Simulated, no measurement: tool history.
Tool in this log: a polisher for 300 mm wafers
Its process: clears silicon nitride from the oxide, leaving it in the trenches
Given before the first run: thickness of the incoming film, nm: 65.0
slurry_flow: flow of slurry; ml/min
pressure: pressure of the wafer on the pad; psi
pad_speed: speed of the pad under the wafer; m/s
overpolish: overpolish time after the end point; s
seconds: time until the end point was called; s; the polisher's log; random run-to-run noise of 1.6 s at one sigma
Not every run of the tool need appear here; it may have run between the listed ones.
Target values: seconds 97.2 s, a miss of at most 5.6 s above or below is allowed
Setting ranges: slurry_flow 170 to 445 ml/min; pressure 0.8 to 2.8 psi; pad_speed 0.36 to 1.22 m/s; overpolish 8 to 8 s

run	hour	slurry_flow	pressure	pad_speed	overpolish	seconds
1	0	285	1.8	0.78	8	141.77
2	9	285	1.6	0.78	8	162
3	14.4	250	1.6	0.78	8	158.91
4	16.9	295	1.6	0.78	8	162.21
5	25.4	295	1.8	0.8	8	141.02
6	26.3	295	2	0.82	8	122.78
7	28.9	295	2.1	0.82	8	120.11
8	29.5	295	2.2	0.82	8	112.37
9	36.4	295	2.3	0.82	8	107.92

Next run, 5 choices. One meets every target within its allowed miss, the rest don't. Which?
A	43.3	285	2.6	0.7	8	?
B	43.3	285	2.3	0.7	8	?
C	43.3	290	2.4	0.86	8	?
D	43.3	260	2.6	0.68	8	?
E	43.3	285	2.3	0.78	8	?

move	seconds
A	110.33
B	124.38
C	99.663
D	113.76
E	113.28
A: the biggest miss grows against the last run
B: the biggest miss grows against the last run
C: hits every target within its allowed miss
D: the biggest miss grows against the last run
E: the biggest miss grows against the last run
Correct choice: C, which meets every target

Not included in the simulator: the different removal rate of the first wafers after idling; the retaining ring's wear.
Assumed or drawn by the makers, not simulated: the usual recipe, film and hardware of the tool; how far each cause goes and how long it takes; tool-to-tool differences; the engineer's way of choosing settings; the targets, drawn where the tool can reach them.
